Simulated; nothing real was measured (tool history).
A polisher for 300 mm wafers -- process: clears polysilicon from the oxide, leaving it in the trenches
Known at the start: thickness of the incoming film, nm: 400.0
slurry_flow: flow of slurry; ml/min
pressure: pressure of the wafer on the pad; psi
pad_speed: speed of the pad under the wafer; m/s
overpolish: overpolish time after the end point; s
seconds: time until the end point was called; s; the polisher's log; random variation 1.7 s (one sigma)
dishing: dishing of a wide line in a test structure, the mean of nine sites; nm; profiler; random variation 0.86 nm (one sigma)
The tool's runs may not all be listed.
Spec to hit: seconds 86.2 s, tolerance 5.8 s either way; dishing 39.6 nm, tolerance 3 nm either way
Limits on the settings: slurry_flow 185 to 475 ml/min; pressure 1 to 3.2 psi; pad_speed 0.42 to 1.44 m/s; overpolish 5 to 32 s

Run 1, day 0: slurry_flow 305 ml/min, pressure 2.1 psi, pad_speed 0.92 m/s, overpolish 16 s. Result: seconds 46.452 s, dishing 46.672 nm.
Run 2, day 0.246: slurry_flow 370 ml/min, pressure 2.1 psi, pad_speed 0.92 m/s, overpolish 16 s. Result: seconds 49.248 s, dishing 44.357 nm.
Run 3, day 0.529: slurry_flow 370 ml/min, pressure 2.1 psi, pad_speed 0.76 m/s, overpolish 16 s. Result: seconds 56.406 s, dishing 43.999 nm.
Run 4, day 0.692: slurry_flow 325 ml/min, pressure 2.1 psi, pad_speed 0.76 m/s, overpolish 16 s. Result: seconds 58.267 s, dishing 43.486 nm.
Run 5, day 0.871: slurry_flow 325 ml/min, pressure 2.5 psi, pad_speed 0.76 m/s, overpolish 16 s. Result: seconds 48.154 s, dishing 44.755 nm.
Run 6, day 1.008: slurry_flow 325 ml/min, pressure 2.5 psi, pad_speed 0.92 m/s, overpolish 16 s. Result: seconds 39.149 s, dishing 48.012 nm.
Run 7, day 1.283: slurry_flow 320 ml/min, pressure 1.9 psi, pad_speed 0.76 m/s, overpolish 14 s. Result: seconds 62.868 s, dishing 40.911 nm.
Run 8, day 1.625: slurry_flow 320 ml/min, pressure 1.7 psi, pad_speed 0.74 m/s, overpolish 15 s. Result: seconds 70.569 s, dishing 42.209 nm.
Run 9, day 1.929: slurry_flow 320 ml/min, pressure 1.6 psi, pad_speed 0.74 m/s, overpolish 14 s. Result: seconds 76.539 s, dishing 39.839 nm.

Exactly one of the 4 candidate moves below puts every result within its allowed miss. Which one?
Run A, day 2.233: slurry_flow 240 ml/min, pressure 1.5 psi, pad_speed 0.82 m/s, overpolish 16 s. Result: seconds ?, dishing ?.
Run B, day 2.233: slurry_flow 295 ml/min, pressure 1.2 psi, pad_speed 1 m/s, overpolish 22 s. Result: seconds ?, dishing ?.
Run C, day 2.233: slurry_flow 325 ml/min, pressure 1.4 psi, pad_speed 0.72 m/s, overpolish 18 s. Result: seconds ?, dishing ?.
Run D, day 2.233: slurry_flow 285 ml/min, pressure 1.7 psi, pad_speed 0.74 m/s, overpolish 19 s. Result: seconds ?, dishing ?.

move  seconds  dishing
   A   77.781   39.612
   B   77.968   43.722
   C   91.324   38.964
   D   74.717   42.515
A: gains on the last run, yet a result remains outside its allowed miss
B: gains on the last run, yet a result remains outside its allowed miss
C: every result lands within tolerance
D: its largest miss is bigger than the last run's
Answer: C
